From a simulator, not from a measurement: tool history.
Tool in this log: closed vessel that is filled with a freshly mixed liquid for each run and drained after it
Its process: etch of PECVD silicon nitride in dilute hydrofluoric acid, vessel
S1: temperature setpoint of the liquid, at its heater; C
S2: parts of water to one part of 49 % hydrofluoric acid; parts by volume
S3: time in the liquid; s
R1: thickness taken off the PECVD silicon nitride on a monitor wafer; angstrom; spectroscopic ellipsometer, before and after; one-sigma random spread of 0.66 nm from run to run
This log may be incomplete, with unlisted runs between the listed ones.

run,hour,S1,S2,S3,R1
1,0.0,21.0,155,2965,491.54
2,3.0,23.0,155,2965,559.55
3,11.6,24.5,155,2965,608.82
4,18.9,24.5,155,3175,654.41
5,20.5,25.0,155,3175,675.75
6,30.0,25.5,155,3175,699.94

Run 7 comes next. What will it give?
7,38.6,26.0,155,3175,?

Run 7 gave R1 719.29 angstrom.

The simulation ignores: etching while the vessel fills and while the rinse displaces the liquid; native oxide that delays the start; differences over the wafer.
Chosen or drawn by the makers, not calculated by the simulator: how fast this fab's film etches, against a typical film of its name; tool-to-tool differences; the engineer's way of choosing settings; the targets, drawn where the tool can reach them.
